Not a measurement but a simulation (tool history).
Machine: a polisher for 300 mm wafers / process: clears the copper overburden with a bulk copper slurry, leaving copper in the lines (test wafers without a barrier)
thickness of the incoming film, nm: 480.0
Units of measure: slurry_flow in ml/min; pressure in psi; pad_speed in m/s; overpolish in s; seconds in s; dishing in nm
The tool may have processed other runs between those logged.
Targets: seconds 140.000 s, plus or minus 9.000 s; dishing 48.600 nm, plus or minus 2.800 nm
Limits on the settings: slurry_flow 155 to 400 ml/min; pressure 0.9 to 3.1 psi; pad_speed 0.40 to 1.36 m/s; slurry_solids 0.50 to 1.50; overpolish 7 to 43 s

| run | hour | slurry_flow | pressure | pad_speed | slurry_solids | overpolish | seconds | dishing |
|---|---|---|---|---|---|---|---|---|
| 1 | 0.0 | 255 | 2.0 | 0.88 | 1.00 | 22 | 90.300 | 64.225 |
| 2 | 5.6 | 255 | 1.8 | 0.86 | 1.00 | 23 | 99.522 | 60.087 |
| 3 | 7.8 | 255 | 2.2 | 0.86 | 1.00 | 23 | 80.437 | 69.628 |
| 4 | 11.5 | 255 | 2.2 | 0.86 | 0.90 | 23 | 79.976 | 69.649 |
|  | 18.7 | worn pad replaced by a new one |
| 5 | 18.7 | 215 | 2.2 | 0.86 | 0.90 | 23 | 75.618 | 72.383 |
| 6 | 20.8 | 215 | 2.2 | 0.74 | 0.90 | 23 | 94.220 | 64.897 |
| 7 | 22.1 | 215 | 2.0 | 0.74 | 0.90 | 23 | 98.938 | 62.157 |
| 8 | 30.3 | 225 | 1.8 | 0.74 | 0.90 | 23 | 111.920 | 55.371 |
| 9 | 38.5 | 230 | 1.7 | 0.74 | 0.90 | 23 | 117.060 | 52.161 |

Exercise: of the 4 proposed moves below, exactly one satisfies all targets within the stated allowed misses. Which move is it?
| A | 46.7 | 240 | 1.7 | 0.88 | 0.90 | 22 | ? | ? |
| B | 46.7 | 165 | 1.8 | 0.62 | 0.85 | 20 | ? | ? |
| C | 46.7 | 265 | 1.5 | 0.68 | 0.90 | 25 | ? | ? |
| D | 46.7 | 245 | 1.5 | 0.68 | 0.95 | 22 | ? | ? |

| move | seconds | dishing |
|---|---|---|
| A | 99.599 | 56.614 |
| B | 141.790 | 40.232 |
| C | 142.480 | 46.966 |
| D | 142.020 | 42.639 |
A: its largest miss is bigger than the last run's
B: brings the result that was furthest off to its target, and leaves another outside
C: every result lands within tolerance
D: brings the result that was furthest off to its target, and leaves another outside
Answer: C
